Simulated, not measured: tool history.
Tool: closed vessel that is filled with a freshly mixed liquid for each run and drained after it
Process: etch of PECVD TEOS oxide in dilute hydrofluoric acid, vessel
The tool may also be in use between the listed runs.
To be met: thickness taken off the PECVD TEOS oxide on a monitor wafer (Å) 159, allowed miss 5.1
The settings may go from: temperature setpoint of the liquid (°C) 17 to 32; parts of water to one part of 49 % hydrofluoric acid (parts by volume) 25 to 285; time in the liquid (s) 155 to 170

run  hour  temperature setpoint of the liquid (°C)  parts of water to one part of 49 % hydrofluoric acid (parts by volume)  time in the liquid (s)  thickness taken off the PECVD TEOS oxide on a monitor wafer (Å)
  1     0                                       24                                                                     155                     155                                                           254.19
  2   5.8                                       24                                                                     190                     155                                                            202.8
  3  14.6                                       23                                                                     190                     155                                                            193.2
  4    22                                       22                                                                     190                     155                                                           185.55
  5  28.8                                     21.5                                                                     190                     155                                                           183.08
  6  29.7                                       23                                                                     190                     155                                                            195.8
  7  32.3                                       22                                                                     190                     155                                                           189.55
     34.5  -- thermometer replaced
  8  34.5                                       21                                                                     190                     155                                                           166.86

Which of these 4 next moves meets every target?
  A  36.7                                     20.5                                                                     195                     155                                                                ?
  B  36.7                                       23                                                                     195                     155                                                                ?
  C  36.7                                       21                                                                     180                     155                                                                ?
  D  36.7                                       23                                                                     205                     165                                                                ?

move  thickness taken off the PECVD TEOS oxide on a monitor wafer (Å)
   A                                                           156.29
   B                                                           171.87
   C                                                           175.25
   D                                                           172.21
A: meets every target
B: further off than the last run
C: further off than the last run
D: further off than the last run
Answer: A
